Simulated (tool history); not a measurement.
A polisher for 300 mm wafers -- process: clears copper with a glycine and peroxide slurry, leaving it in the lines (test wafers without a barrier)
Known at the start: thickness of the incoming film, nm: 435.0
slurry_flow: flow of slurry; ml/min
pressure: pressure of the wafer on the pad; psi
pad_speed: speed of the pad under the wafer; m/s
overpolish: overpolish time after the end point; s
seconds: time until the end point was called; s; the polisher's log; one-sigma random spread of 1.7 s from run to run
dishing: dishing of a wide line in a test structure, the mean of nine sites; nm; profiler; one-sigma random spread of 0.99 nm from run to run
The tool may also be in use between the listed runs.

run  hour  slurry_flow  pressure  pad_speed  overpolish  seconds  dishing
  1   0.0          310       3.4       0.82          19  100.490   61.248
  2   7.0          310       3.5       0.82          20   94.405   66.457
  3  13.4          310       3.6       0.82          21   94.210   68.925
  4  20.3          310       3.7       0.82          22   93.206   73.962
  5  29.0          310       3.7       0.82          25   93.376   79.652
  6  29.6          310       3.7       0.64          25  103.920   72.852

Run 7 comes next. What will it give?
  7  30.9          310       3.8       0.64          25        ?        ?

{"run 7": {"seconds": 101.21, "dishing": 73.43}}
